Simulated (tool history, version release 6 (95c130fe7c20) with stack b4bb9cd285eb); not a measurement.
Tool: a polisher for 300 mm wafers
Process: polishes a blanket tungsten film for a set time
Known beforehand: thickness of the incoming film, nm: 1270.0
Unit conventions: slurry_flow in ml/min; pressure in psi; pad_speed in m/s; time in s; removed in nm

run    day  slurry_flow  pressure  pad_speed  slurry_solids  time  removed
  1      0          290       4.1       0.84              1    60   290.58
  2  0.175          330       4.1       0.84              1    60   290.39
  3  0.504          330       4.2       0.84              1    60   298.09
  4  0.588          330       4.3       0.84              1    60   304.62
  5  0.654          265       4.3       0.84              1    60   299.73
  6  1.004          265       4.4       0.84              1    60   312.91
  7    1.3          265       4.5       0.84              1    60   316.29
  8  1.625          265       4.6       0.84              1    60   318.83
  9    1.7          265       4.7       0.84              1    60   323.66
 10  1.725          265       4.8       0.84              1    60   333.19
 11  1.908          265       4.9       0.84              1    60   338.78

Forecast run 12:
 12    2          265         5       0.84              1    60        ?

{"run 12": {"removed": 347.65}}

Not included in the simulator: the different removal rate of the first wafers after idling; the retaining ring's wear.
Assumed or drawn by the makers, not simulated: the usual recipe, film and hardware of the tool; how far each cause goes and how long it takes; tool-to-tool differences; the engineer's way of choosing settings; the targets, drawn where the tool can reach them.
